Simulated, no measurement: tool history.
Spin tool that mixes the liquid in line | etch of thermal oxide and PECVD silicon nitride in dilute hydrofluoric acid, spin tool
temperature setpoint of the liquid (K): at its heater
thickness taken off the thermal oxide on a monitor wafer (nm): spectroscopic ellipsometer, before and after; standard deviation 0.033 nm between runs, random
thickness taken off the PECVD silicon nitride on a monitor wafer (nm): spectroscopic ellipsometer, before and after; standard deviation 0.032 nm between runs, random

run  hour  temperature setpoint of the liquid (K)  parts of water to one part of 49 % hydrofluoric acid (parts by volume)  time under the liquid (s)  thickness taken off the thermal oxide on a monitor wafer (nm)  thickness taken off the PECVD silicon nitride on a monitor wafer (nm)
  1     0                                  297.15                                                                     180                        180                                                         4.1161                                                                 1.7862
  2   4.3                                  294.15                                                                     180                        180                                                         3.6605                                                                 1.4084
  3  10.3                                  295.15                                                                     190                        180                                                         3.5671                                                                 1.5014
  4  14.6                                  295.15                                                                     190                        215                                                         4.2349                                                                 1.7073
  5  15.9                                  295.65                                                                     205                        215                                                         3.9559                                                                 1.6328
  6  21.4                                  296.65                                                                     215                        215                                                         3.8722                                                                 1.6585

Expected results for the next run?
  7  27.4                                  297.15                                                                     225                        215                                                              ?                                                                      ?

Run 7 produced thickness taken off the thermal oxide on a monitor wafer (nm) 3.7434, thickness taken off the PECVD silicon nitride on a monitor wafer (nm) 1.6539.
